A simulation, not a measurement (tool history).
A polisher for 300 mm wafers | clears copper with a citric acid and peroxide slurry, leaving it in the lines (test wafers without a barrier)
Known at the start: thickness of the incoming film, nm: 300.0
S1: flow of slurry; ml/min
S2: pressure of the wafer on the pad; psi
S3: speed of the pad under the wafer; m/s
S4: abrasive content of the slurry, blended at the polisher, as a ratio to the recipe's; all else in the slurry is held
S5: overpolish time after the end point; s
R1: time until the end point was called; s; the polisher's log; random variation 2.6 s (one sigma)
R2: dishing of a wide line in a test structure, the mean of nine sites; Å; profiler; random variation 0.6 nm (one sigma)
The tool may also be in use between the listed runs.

run 1 hour=0 | S1=285 S2=3.8 S3=1.12 S4=1 S5=19 | R1=84.556 R2=436.87
run 2 hour=1.3 | S1=285 S2=4.4 S3=1.12 S4=1 S5=19 | R1=72.076 R2=478.64
run 3 hour=7.6 | S1=285 S2=4.4 S3=0.84 S4=1 S5=19 | R1=98.088 R2=390.34
run 4 hour=9.2 | S1=285 S2=4.1 S3=0.84 S4=1 S5=19 | R1=101.18 R2=375.41
run 5 hour=10.2 | S1=330 S2=4.1 S3=0.84 S4=1 S5=19 | R1=100.75 R2=372.19
run 6 hour=13.6 | S1=330 S2=3.9 S3=0.84 S4=1 S5=20 | R1=104.48 R2=376.96
run 7 hour=22.6 | S1=325 S2=3.8 S3=0.84 S4=1 S5=21 | R1=105.78 R2=383.43

Forecast run 8:
run 8 hour=23.4 | S1=325 S2=3.8 S3=0.84 S4=1 S5=21 | R1=? R2=?

{"run 8": {"R1": 107.52, "R2": 376.86}}
